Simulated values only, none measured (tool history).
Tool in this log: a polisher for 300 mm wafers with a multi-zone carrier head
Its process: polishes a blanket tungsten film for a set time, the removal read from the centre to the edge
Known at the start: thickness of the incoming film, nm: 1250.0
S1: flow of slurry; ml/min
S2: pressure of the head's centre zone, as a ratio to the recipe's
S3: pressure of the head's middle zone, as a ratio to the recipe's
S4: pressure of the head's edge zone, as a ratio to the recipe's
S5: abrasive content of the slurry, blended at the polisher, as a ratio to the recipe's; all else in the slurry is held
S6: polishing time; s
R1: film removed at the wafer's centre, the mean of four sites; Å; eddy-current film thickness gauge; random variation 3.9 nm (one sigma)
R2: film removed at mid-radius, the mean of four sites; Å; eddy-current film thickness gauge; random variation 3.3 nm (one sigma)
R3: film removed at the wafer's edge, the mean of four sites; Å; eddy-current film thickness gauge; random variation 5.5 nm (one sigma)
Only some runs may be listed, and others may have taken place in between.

run  hour   S1    S2    S3    S4   S5  S6      R1      R2      R3
  1     0  210     1     1     1    1  58  3623.3  3566.8  3511.6
  2   6.2  210     1     1     1  0.8  58  3508.7  3420.2  3512.8
  3  12.1  210     1  0.97     1  0.8  58  3477.8  3313.9    3377
  4  13.8  210     1  0.97  1.06  0.8  58    3425  3391.8  3493.6
  5  16.3  220  1.01     1  1.06  0.8  58  3585.4  3425.9  3552.6
     24.5  -- slurry nozzle cleaned
  6  24.5  240  1.01     1  1.06  0.8  58  3727.4  3644.8  3674.4
  7    32  240  1.01     1  1.06  0.8  58  3697.2  3614.7  3719.7
  8  33.3  250     1  1.02  1.04  0.8  58  3688.1  3673.9  3639.9
  9  34.5  260     1  1.04  1.04  0.8  58  3667.9    3752  3649.2
 10  35.3  270     1  1.05  1.05  0.8  58  3701.5  3851.1  3561.8
 11  43.8  275     1  1.05  1.07  0.8  58  3805.4  3844.2  3711.9

Run 12, settings as shown, results not yet in. Your forecast:
 12  50.8  280   1  1.06  1.08  0.8  58   ?   ?   ?

{"run 12": {"R1": 3790, "R2": 3809.8, "R3": 3716.5}}
